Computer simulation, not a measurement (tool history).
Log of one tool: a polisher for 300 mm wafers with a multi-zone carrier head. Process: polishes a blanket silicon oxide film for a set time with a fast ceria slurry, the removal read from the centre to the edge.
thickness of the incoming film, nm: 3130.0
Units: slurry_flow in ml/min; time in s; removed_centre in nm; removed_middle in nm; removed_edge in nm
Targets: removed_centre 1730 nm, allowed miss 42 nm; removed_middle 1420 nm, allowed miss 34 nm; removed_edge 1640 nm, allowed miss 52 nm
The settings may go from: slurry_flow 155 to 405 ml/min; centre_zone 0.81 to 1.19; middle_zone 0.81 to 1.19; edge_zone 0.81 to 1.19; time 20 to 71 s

run	hour	slurry_flow	centre_zone	middle_zone	edge_zone	time	removed_centre	removed_middle	removed_edge
1	0	260	1	1	1	45	1121.4	1157	1140.5
2	2.9	260	1	1	1	38	944.45	982.97	954.94
3	11.6	260	1	1.08	1	38	945.77	1040.6	971.9
4	18.8	260	0.94	1.08	1	38	901.75	1036.8	954.74
5	20.7	280	0.99	1.04	1.03	42	1043.3	1114.8	1113
6	29.6	320	0.99	1.04	1.03	42	1060.3	1132	1106.4
7	37.8	330	1.03	1.02	1.05	45	1173.6	1188.3	1189.1
8	40.5	335	1.06	1	1.08	47	1247.7	1225.5	1268.2
9	43.5	345	1.09	0.98	1.09	49	1334.5	1257.1	1332.9

4 next moves are on the table. One of them brings every result within its allowed miss. Which?
A	46.5	265	1.09	0.88	1.19	67	?	?	?
B	46.5	325	1.16	0.89	1.11	60	?	?	?
C	46.5	315	0.83	1.1	1.16	56	?	?	?
D	46.5	315	0.98	1.15	1.01	43	?	?	?

move	removed_centre	removed_middle	removed_edge
A	1778.3	1537	1854
B	1708.1	1413.7	1623
C	1221.2	1575.4	1542.2
D	1067.6	1256.3	1103.9
A: takes the result that was furthest off past its target
B: meets every target
C: further off than the last run
D: further off than the last run
Move B is the one to make.
